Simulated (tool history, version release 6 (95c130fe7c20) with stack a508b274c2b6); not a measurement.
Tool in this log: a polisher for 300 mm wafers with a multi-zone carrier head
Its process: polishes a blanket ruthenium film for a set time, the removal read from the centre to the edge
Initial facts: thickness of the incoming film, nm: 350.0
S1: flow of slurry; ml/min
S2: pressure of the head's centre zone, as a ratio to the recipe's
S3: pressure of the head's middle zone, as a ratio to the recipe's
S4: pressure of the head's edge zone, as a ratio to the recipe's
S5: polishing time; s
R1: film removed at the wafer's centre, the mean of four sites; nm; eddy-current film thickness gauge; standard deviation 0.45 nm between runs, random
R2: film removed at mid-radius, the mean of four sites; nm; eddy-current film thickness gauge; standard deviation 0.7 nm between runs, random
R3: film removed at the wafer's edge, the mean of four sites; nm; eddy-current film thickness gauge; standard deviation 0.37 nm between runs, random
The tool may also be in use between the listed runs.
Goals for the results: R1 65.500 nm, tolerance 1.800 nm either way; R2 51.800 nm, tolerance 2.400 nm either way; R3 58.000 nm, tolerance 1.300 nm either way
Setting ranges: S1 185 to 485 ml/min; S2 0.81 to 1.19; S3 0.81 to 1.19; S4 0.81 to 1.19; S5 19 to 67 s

Run 1, hour 0.0: S1 310 ml/min, S2 1.00, S3 1.00, S4 1.00, S5 43 s. Result: R1 43.721 nm, R2 41.979 nm, R3 43.233 nm.
Run 2, hour 6.2: S1 325 ml/min, S2 1.05, S3 1.00, S4 1.05, S5 45 s. Result: R1 48.313 nm, R2 44.488 nm, R3 46.748 nm.
Run 3, hour 12.3: S1 325 ml/min, S2 1.10, S3 1.00, S4 1.05, S5 45 s. Result: R1 50.675 nm, R2 45.417 nm, R3 46.157 nm.
Run 4, hour 19.1: S1 285 ml/min, S2 1.10, S3 1.00, S4 1.05, S5 45 s. Result: R1 49.746 nm, R2 43.454 nm, R3 45.956 nm.
Run 5, hour 27.1: S1 285 ml/min, S2 1.10, S3 1.00, S4 0.99, S5 45 s. Result: R1 49.813 nm, R2 43.263 nm, R3 45.429 nm.
Run 6, hour 31.6: S1 285 ml/min, S2 1.12, S3 0.99, S4 1.02, S5 48 s. Result: R1 54.624 nm, R2 46.128 nm, R3 47.845 nm.
Run 7, hour 32.2: S1 275 ml/min, S2 1.12, S3 0.97, S4 1.06, S5 50 s. Result: R1 56.756 nm, R2 46.337 nm, R3 50.971 nm.
At hour 36.4: slurry nozzle cleaned.
Run 8, hour 36.4: S1 295 ml/min, S2 1.13, S3 0.97, S4 1.09, S5 51 s. Result: R1 59.936 nm, R2 50.150 nm, R3 53.818 nm.
Run 9, hour 42.4: S1 295 ml/min, S2 1.13, S3 0.97, S4 1.09, S5 51 s. Result: R1 60.001 nm, R2 51.920 nm, R3 53.998 nm.
Run 10, hour 43.6: S1 300 ml/min, S2 1.14, S3 0.94, S4 1.12, S5 51 s. Result: R1 61.429 nm, R2 48.224 nm, R3 54.344 nm.

Which of these 5 next moves meets every target?
Run A, hour 44.8: S1 280 ml/min, S2 1.15, S3 0.94, S4 1.10, S5 55 s. Result: R1 ?, R2 ?, R3 ?.
Run B, hour 44.8: S1 310 ml/min, S2 1.18, S3 1.13, S4 1.12, S5 45 s. Result: R1 ?, R2 ?, R3 ?.
Run C, hour 44.8: S1 340 ml/min, S2 1.11, S3 0.91, S4 1.05, S5 48 s. Result: R1 ?, R2 ?, R3 ?.
Run D, hour 44.8: S1 185 ml/min, S2 0.98, S3 0.91, S4 1.15, S5 56 s. Result: R1 ?, R2 ?, R3 ?.
Run E, hour 44.8: S1 325 ml/min, S2 0.99, S3 0.86, S4 1.15, S5 56 s. Result: R1 ?, R2 ?, R3 ?.

move      R1      R2      R3
   A  66.155  52.894  58.292
   B  56.058  50.937  48.151
   C  56.520  45.537  50.536
   D  55.358  50.847  58.976
   E  58.550  50.577  60.892
A: all results land within tolerance of their targets
B: its largest miss is bigger than the last run's
C: its largest miss is bigger than the last run's
D: meets the target for the result that was furthest off, but another lies outside its allowed miss
E: carries the result that was furthest off beyond its target, to the other side
A meets every target.

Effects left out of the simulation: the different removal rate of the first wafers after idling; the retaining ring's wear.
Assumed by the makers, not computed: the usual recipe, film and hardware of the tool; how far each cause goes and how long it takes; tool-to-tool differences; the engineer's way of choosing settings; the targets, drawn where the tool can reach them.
